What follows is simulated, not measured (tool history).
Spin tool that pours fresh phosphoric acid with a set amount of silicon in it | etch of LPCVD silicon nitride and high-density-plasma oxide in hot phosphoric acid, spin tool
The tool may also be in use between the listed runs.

run  hour  temperature setpoint of the liquid (°C)  silicon dissolved in the acid as it is poured (mg a litre)  time under the liquid (s)  thickness taken off the LPCVD silicon nitride on a monitor wafer (angstrom)  thickness taken off the high-density-plasma oxide on a monitor wafer (angstrom)
  1   0.0                                    161.0                                                        18.0                        180                                                                       182.15                                                                           2.4542
  2   3.8                                    160.5                                                        15.0                        170                                                                       165.68                                                                           2.5398
  3   7.4                                    160.0                                                        14.0                        165                                                                       161.78                                                                           2.2956
  4   8.9                                    160.0                                                        12.0                        155                                                                       147.33                                                                           1.9477
  5  16.3                                    160.5                                                         9.5                        150                                                                       146.82                                                                           2.9598
  6  17.0                                    160.5                                                         9.5                        220                                                                       214.31                                                                           3.6819
  7  21.0                                    160.0                                                         8.0                        205                                                                       199.71                                                                           4.0289

Forecast run 8:
  8  22.0                                    159.5                                                         8.0                        190                                                                            ?                                                                                ?

thickness taken off the LPCVD silicon nitride on a monitor wafer (angstrom): 182.61
thickness taken off the high-density-plasma oxide on a monitor wafer (angstrom): 3.4809
